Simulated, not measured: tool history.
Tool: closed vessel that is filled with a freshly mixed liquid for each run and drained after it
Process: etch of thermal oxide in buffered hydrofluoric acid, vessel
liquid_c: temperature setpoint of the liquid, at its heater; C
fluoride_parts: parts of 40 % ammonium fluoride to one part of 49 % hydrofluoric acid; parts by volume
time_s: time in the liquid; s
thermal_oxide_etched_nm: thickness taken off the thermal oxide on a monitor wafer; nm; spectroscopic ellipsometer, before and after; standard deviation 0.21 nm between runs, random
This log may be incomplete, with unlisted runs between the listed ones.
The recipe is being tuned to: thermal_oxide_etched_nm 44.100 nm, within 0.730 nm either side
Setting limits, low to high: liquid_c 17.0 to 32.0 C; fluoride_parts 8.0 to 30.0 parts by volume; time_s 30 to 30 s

run 1 day=0.000 | liquid_c=24.0 fluoride_parts=21.5 time_s=30 | thermal_oxide_etched_nm=17.295
run 2 day=0.071 | liquid_c=21.0 fluoride_parts=21.5 time_s=30 | thermal_oxide_etched_nm=14.512
run 3 day=0.271 | liquid_c=22.0 fluoride_parts=20.0 time_s=30 | thermal_oxide_etched_nm=16.227
run 4 day=0.567 | liquid_c=22.0 fluoride_parts=20.0 time_s=30 | thermal_oxide_etched_nm=16.225
run 5 day=0.679 | liquid_c=22.0 fluoride_parts=15.5 time_s=30 | thermal_oxide_etched_nm=20.890
run 6 day=0.796 | liquid_c=23.0 fluoride_parts=15.0 time_s=30 | thermal_oxide_etched_nm=22.660
run 7 day=1.038 | liquid_c=24.0 fluoride_parts=14.5 time_s=30 | thermal_oxide_etched_nm=24.880
run 8 day=1.138 | liquid_c=25.0 fluoride_parts=14.5 time_s=30 | thermal_oxide_etched_nm=26.453
run 9 day=1.462 | liquid_c=25.5 fluoride_parts=14.5 time_s=30 | thermal_oxide_etched_nm=27.075
run 10 day=1.654 | liquid_c=26.0 fluoride_parts=14.5 time_s=30 | thermal_oxide_etched_nm=27.729
run 11 day=1.771 | liquid_c=26.5 fluoride_parts=14.5 time_s=30 | thermal_oxide_etched_nm=28.349
run 12 day=2.038 | liquid_c=27.0 fluoride_parts=14.0 time_s=30 | thermal_oxide_etched_nm=30.343
run 13 day=2.350 | liquid_c=27.5 fluoride_parts=14.0 time_s=30 | thermal_oxide_etched_nm=31.082
run 14 day=2.462 | liquid_c=28.0 fluoride_parts=14.0 time_s=30 | thermal_oxide_etched_nm=31.729
run 15 day=2.804 | liquid_c=28.5 fluoride_parts=14.0 time_s=30 | thermal_oxide_etched_nm=32.507
run 16 day=3.158 | liquid_c=29.0 fluoride_parts=14.0 time_s=30 | thermal_oxide_etched_nm=33.717
run 17 day=3.271 | liquid_c=29.5 fluoride_parts=14.0 time_s=30 | thermal_oxide_etched_nm=34.310
run 18 day=3.642 | liquid_c=30.0 fluoride_parts=14.0 time_s=30 | thermal_oxide_etched_nm=35.478
run 19 day=3.771 | liquid_c=32.0 fluoride_parts=10.5 time_s=30 | thermal_oxide_etched_nm=51.855
run 20 day=3.933 | liquid_c=31.5 fluoride_parts=10.5 time_s=30 | thermal_oxide_etched_nm=51.134
run 21 day=4.042 | liquid_c=31.0 fluoride_parts=10.5 time_s=30 | thermal_oxide_etched_nm=49.210

Next run, 5 choices. One meets every target within its allowed miss, the rest don't. Which?
run A day=4.150 | liquid_c=30.0 fluoride_parts=8.0 time_s=30 | thermal_oxide_etched_nm=?
run B day=4.150 | liquid_c=31.0 fluoride_parts=8.5 time_s=30 | thermal_oxide_etched_nm=?
run C day=4.150 | liquid_c=32.0 fluoride_parts=12.5 time_s=30 | thermal_oxide_etched_nm=?
run D day=4.150 | liquid_c=31.0 fluoride_parts=11.0 time_s=30 | thermal_oxide_etched_nm=?
run E day=4.150 | liquid_c=31.5 fluoride_parts=11.5 time_s=30 | thermal_oxide_etched_nm=?

move=A thermal_oxide_etched_nm=59.950
move=B thermal_oxide_etched_nm=59.152
move=C thermal_oxide_etched_nm=44.117
move=D thermal_oxide_etched_nm=47.439
move=E thermal_oxide_etched_nm=46.627
A: lands further from the targets than the last run did
B: lands further from the targets than the last run did
C: all results land within tolerance of their targets
D: nearer than the last run, and not there yet
E: nearer than the last run, and not there yet
C is the move that brings every result within its allowed miss.
